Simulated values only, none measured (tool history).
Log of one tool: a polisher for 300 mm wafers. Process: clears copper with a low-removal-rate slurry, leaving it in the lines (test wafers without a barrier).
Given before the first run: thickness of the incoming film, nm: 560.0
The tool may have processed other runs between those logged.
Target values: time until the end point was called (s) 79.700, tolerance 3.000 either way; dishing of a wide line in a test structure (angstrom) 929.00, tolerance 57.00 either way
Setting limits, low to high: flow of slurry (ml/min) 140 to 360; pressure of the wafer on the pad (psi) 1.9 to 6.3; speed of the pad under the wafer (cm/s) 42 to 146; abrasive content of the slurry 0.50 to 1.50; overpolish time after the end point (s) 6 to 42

| run | hour | flow of slurry (ml/min) | pressure of the wafer on the pad (psi) | speed of the pad under the wafer (cm/s) | abrasive content of the slurry | overpolish time after the end point (s) | time until the end point was called (s) | dishing of a wide line in a test structure (angstrom) |
|---|---|---|---|---|---|---|---|---|
| 1 | 0.0 | 230 | 4.1 | 94 | 1.00 | 21 | 119.760 | 559.35 |
| 2 | 1.9 | 230 | 4.6 | 94 | 1.00 | 21 | 104.100 | 625.91 |
| 3 | 4.6 | 230 | 4.8 | 94 | 1.00 | 22 | 102.330 | 643.20 |
| 4 | 9.3 | 275 | 4.8 | 94 | 1.00 | 22 | 98.894 | 662.71 |
| 5 | 17.1 | 275 | 5.0 | 94 | 1.00 | 23 | 95.800 | 708.92 |
| 6 | 23.2 | 275 | 5.0 | 80 | 1.00 | 23 | 109.540 | 619.99 |
| 7 | 31.7 | 275 | 5.3 | 82 | 1.00 | 24 | 101.290 | 686.61 |
| 8 | 37.0 | 275 | 5.6 | 82 | 1.00 | 25 | 96.413 | 730.83 |
| 9 | 43.4 | 275 | 5.8 | 84 | 1.00 | 26 | 90.085 | 767.97 |
| 10 | 47.4 | 275 | 5.9 | 84 | 1.00 | 27 | 90.516 | 816.70 |
| 11 | 52.7 | 280 | 6.0 | 86 | 1.00 | 27 | 88.099 | 842.17 |
| 12 | 59.6 | 280 | 6.1 | 88 | 1.00 | 27 | 83.328 | 863.69 |
| 13 | 66.6 | 280 | 6.1 | 88 | 1.00 | 27 | 84.491 | 880.09 |

Exercise: of the 5 proposed moves below, exactly one satisfies all targets within the stated allowed misses. Which move is it?
| A | 73.6 | 305 | 6.1 | 94 | 0.90 | 35 | ? | ? |
| B | 73.6 | 285 | 6.3 | 96 | 1.00 | 22 | ? | ? |
| C | 73.6 | 280 | 6.2 | 100 | 1.05 | 30 | ? | ? |
| D | 73.6 | 240 | 6.3 | 90 | 1.05 | 28 | ? | ? |
| E | 73.6 | 305 | 6.1 | 102 | 0.75 | 27 | ? | ? |

| move | time until the end point was called (s) | dishing of a wide line in a test structure (angstrom) |
|---|---|---|
| A | 79.654 | 1061.10 |
| B | 74.888 | 820.74 |
| C | 72.684 | 1024.00 |
| D | 80.619 | 919.73 |
| E | 75.553 | 934.75 |
A: meets the target for the result that was furthest off, but another lies outside its allowed miss
B: takes the biggest miss from the last run beyond its target
C: takes the biggest miss from the last run beyond its target
D: every result within its allowed miss
E: takes the biggest miss from the last run beyond its target
D is the move that brings every result within its allowed miss.

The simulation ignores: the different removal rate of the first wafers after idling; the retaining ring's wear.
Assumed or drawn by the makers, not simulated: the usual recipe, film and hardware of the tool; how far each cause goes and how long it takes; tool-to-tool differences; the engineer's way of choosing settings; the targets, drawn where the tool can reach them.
